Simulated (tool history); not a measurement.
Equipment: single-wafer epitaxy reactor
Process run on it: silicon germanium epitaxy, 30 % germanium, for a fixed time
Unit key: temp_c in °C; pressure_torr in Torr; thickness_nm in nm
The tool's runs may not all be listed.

run,hour,temp_c,pressure_torr,thickness_nm
1,0.0,590,15.6,41.976
2,8.1,600,15.6,52.743
3,14.7,607,15.6,59.461
4,15.6,614,15.6,69.781
5,18.0,605,15.6,57.712
6,19.1,594,15.3,45.071
7,26.4,587,15.2,38.912

Run 8, settings as shown, results not yet in. Your forecast:
8,30.5,582,15.1,?

Run 8 yielded thickness_nm 34.883 nm.
